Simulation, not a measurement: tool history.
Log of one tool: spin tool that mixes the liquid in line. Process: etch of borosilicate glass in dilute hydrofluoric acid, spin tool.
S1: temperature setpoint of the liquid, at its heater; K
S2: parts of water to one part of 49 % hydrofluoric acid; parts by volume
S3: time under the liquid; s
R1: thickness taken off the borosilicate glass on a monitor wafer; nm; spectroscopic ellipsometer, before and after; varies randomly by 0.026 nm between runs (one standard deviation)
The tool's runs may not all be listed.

Run 1, day 0.000: S1 298.15 K, S2 270 parts by volume, S3 100 s. Result: R1 6.9907 nm.
Run 2, day 0.188: S1 298.15 K, S2 270 parts by volume, S3 100 s. Result: R1 6.9740 nm.
Run 3, day 0.350: S1 296.65 K, S2 270 parts by volume, S3 100 s. Result: R1 6.6426 nm.
Run 4, day 0.488: S1 293.65 K, S2 270 parts by volume, S3 100 s. Result: R1 5.9275 nm.
Run 5, day 0.608: S1 296.15 K, S2 270 parts by volume, S3 100 s. Result: R1 6.5526 nm.
Run 6, day 0.896: S1 295.15 K, S2 270 parts by volume, S3 100 s. Result: R1 6.3137 nm.
Run 7, day 0.925: S1 294.15 K, S2 270 parts by volume, S3 100 s. Result: R1 6.0878 nm.
Run 8, day 1.021: S1 293.65 K, S2 270 parts by volume, S3 100 s. Result: R1 5.8947 nm.
Run 9, day 1.388: S1 293.15 K, S2 270 parts by volume, S3 100 s. Result: R1 5.8463 nm.

Run 10 comes next. What will it give?
Run 10, day 1.533: S1 292.65 K, S2 270 parts by volume, S3 100 s. Result: R1 ?.

For run 10 the tool returned R1 5.7306 nm.
